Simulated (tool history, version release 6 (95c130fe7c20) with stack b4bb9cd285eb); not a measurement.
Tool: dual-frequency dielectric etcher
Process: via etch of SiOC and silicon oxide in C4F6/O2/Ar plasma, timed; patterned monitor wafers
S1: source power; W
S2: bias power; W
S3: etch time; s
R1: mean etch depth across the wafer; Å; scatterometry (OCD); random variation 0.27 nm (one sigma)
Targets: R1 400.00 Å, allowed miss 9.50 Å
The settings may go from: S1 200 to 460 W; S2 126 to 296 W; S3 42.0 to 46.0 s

run,hour,S1,S2,S3,R1
1,0.0,330,211,46.0,510.88
2,6.7,320,202,45.5,493.77
3,14.4,310,195,45.0,474.31
4,18.4,310,229,45.0,505.88
5,24.3,310,229,42.0,471.73
6,28.5,290,229,42.0,457.22
7,31.2,280,228,42.0,455.08
8,35.5,280,228,42.0,448.73
# hour 38.3: bias power generator calibrated
9,38.3,270,227,42.0,440.27
10,41.5,260,226,42.0,428.99
11,46.7,210,218,42.0,391.40

Which of these 5 next moves meets every target?
A,51.9,200,183,45.0,?
B,51.9,200,223,42.0,?
C,51.9,210,206,44.0,?
D,51.9,200,219,42.0,?
E,51.9,200,204,42.0,?

move,R1
A,378.92
B,383.06
C,396.59
D,380.26
E,369.50
A: further off than the last run
B: further off than the last run
C: meets every target
D: further off than the last run
E: further off than the last run
Move C is the one to make.
